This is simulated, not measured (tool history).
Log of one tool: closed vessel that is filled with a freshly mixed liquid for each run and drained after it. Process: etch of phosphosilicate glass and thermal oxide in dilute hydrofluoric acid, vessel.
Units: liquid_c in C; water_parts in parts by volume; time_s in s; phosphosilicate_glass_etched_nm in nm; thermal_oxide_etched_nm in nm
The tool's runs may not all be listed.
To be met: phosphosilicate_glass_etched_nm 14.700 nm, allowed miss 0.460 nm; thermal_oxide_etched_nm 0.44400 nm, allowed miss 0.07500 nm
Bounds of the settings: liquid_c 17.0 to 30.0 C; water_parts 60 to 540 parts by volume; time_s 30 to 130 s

run  hour  liquid_c  water_parts  time_s  phosphosilicate_glass_etched_nm  thermal_oxide_etched_nm
  1   0.0      22.0          300      65                           24.565                  0.74876
  2   2.2      20.5          325      65                           21.335                  0.60487
  3   8.5      21.0          350      65                           19.327                  0.59372
  4  11.9      21.0          350      55                           16.540                  0.48103
  5  15.5      20.5          355      55                           15.822                  0.49274
  6  20.2      20.5          355      35                           10.187                  0.31216
  7  22.7      22.5          345      35                           11.309                  0.32799
  8  26.5      23.0          330      35                           12.278                  0.37233
  9  29.9      24.5          325      35                           12.857                  0.42107
 10  34.4      24.0          315      35                           13.528                  0.40833
 11  37.3      24.5          315      35                           13.659                  0.46000
 12  44.7      24.0          305      35                           13.971                  0.42122

Which of these 4 next moves meets every target?
  A  52.1      25.0          325      35                                ?                        ?
  B  52.1      26.0          360      40                                ?                        ?
  C  52.1      22.0          275      35                                ?                        ?
  D  52.1      30.0          425      45                                ?                        ?

move  phosphosilicate_glass_etched_nm  thermal_oxide_etched_nm
   A                           13.473                  0.40928
   B                           13.892                  0.42203
   C                           15.044                  0.45702
   D                           14.083                  0.42783
A: further off than the last run
B: further off than the last run
C: meets every target
D: nearer than the last run, and not there yet
Answer: C
